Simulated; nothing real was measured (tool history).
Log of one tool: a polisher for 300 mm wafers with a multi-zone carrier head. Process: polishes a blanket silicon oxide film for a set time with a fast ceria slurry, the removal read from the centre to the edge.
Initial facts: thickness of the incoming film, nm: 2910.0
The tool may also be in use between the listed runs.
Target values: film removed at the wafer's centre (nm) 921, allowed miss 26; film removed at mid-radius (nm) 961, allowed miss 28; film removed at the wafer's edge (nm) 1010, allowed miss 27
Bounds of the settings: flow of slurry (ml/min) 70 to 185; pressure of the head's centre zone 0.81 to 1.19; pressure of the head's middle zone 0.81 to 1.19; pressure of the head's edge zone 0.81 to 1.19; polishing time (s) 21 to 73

run	hour	flow of slurry (ml/min)	pressure of the head's centre zone	pressure of the head's middle zone	pressure of the head's edge zone	polishing time (s)	film removed at the wafer's centre (nm)	film removed at mid-radius (nm)	film removed at the wafer's edge (nm)
1	0	120	1	1	1	47	1025.5	1009.7	1046
2	8.2	120	1	1	1	57	1246.4	1207.2	1251.6
3	15.4	110	0.97	0.98	0.96	56	1164.7	1172.3	1204.1
4	24.1	105	0.95	0.96	0.94	54	1079.6	1072.4	1136.4
5	27.7	100	0.93	0.96	0.91	54	1055.3	1067.7	1099.8
6	33.7	100	0.89	0.96	0.91	54	1007.2	1069.1	1095.1
7	35.8	95	0.88	0.95	0.89	54	970.67	1045.7	1076.8
8	43.2	90	0.88	0.94	0.88	54	943.05	1015.6	1063.8
9	47.7	85	0.89	0.94	0.86	54	936.59	1007.5	1045.2
10	55.8	85	0.9	0.93	0.85	54	965.74	999.52	1042.3
11	59.3	70	0.88	0.92	0.83	54	857.86	923.3	991.9
12	65.6	75	0.88	0.92	0.83	54	889.68	946.68	1003
13	70.9	75	0.88	0.92	0.83	54	889.06	961.46	1008.5

Pick the move, out of 4, that brings all results within their allowed miss; only one does.
A	76.2	75	0.85	0.96	0.81	54	?	?	?
B	76.2	75	0.86	0.95	0.81	54	?	?	?
C	76.2	85	0.87	0.9	0.81	54	?	?	?
D	76.2	70	0.82	0.9	0.89	55	?	?	?

move	film removed at the wafer's centre (nm)	film removed at mid-radius (nm)	film removed at the wafer's edge (nm)
A	849.57	978.81	988.21
B	859.59	970.21	988.34
C	911.24	965.3	1015.1
D	810.91	922.44	1034.8
A: lands further from the targets than the last run did
B: lands further from the targets than the last run did
C: each result inside its tolerance
D: lands further from the targets than the last run did
C meets every target.

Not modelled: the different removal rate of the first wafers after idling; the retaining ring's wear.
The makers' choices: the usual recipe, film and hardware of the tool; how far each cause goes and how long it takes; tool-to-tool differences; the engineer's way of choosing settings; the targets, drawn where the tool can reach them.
